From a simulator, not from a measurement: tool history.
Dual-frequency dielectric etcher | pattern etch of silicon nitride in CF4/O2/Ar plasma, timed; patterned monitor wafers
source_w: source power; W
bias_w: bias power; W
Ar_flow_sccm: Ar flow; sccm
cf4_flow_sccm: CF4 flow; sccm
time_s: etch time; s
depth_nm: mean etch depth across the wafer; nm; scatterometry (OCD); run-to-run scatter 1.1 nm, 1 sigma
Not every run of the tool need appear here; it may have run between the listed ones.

Run 1, day 0: source_w 580 W, bias_w 46 W, Ar_flow_sccm 101 sccm, cf4_flow_sccm 132 sccm, time_s 85 s. Result: depth_nm 214.19 nm.
Run 2, day 0.304: source_w 580 W, bias_w 49 W, Ar_flow_sccm 101 sccm, cf4_flow_sccm 132 sccm, time_s 85 s. Result: depth_nm 219.34 nm.
Run 3, day 0.442: source_w 580 W, bias_w 49 W, Ar_flow_sccm 101 sccm, cf4_flow_sccm 132 sccm, time_s 85 s. Result: depth_nm 220.12 nm.
Run 4, day 0.671: source_w 660 W, bias_w 49 W, Ar_flow_sccm 101 sccm, cf4_flow_sccm 132 sccm, time_s 85 s. Result: depth_nm 249.99 nm.
Run 5, day 0.983: source_w 660 W, bias_w 49 W, Ar_flow_sccm 101 sccm, cf4_flow_sccm 132 sccm, time_s 77.5 s. Result: depth_nm 228.49 nm.
Run 6, day 1.104: source_w 660 W, bias_w 49 W, Ar_flow_sccm 101 sccm, cf4_flow_sccm 132 sccm, time_s 85 s. Result: depth_nm 249.78 nm.
At day 1.125: bias power generator calibrated.
Run 7, day 1.125: source_w 590 W, bias_w 48 W, Ar_flow_sccm 101 sccm, cf4_flow_sccm 132 sccm, time_s 85 s. Result: depth_nm 224.44 nm.
Run 8, day 1.396: source_w 540 W, bias_w 47 W, Ar_flow_sccm 101 sccm, cf4_flow_sccm 132 sccm, time_s 85 s. Result: depth_nm 205.67 nm.

Expected results for the next run?
Run 9, day 1.75: source_w 510 W, bias_w 47 W, Ar_flow_sccm 101 sccm, cf4_flow_sccm 132 sccm, time_s 85 s. Result: depth_nm ?.

Logged for run 9: depth_nm 191.7 nm.

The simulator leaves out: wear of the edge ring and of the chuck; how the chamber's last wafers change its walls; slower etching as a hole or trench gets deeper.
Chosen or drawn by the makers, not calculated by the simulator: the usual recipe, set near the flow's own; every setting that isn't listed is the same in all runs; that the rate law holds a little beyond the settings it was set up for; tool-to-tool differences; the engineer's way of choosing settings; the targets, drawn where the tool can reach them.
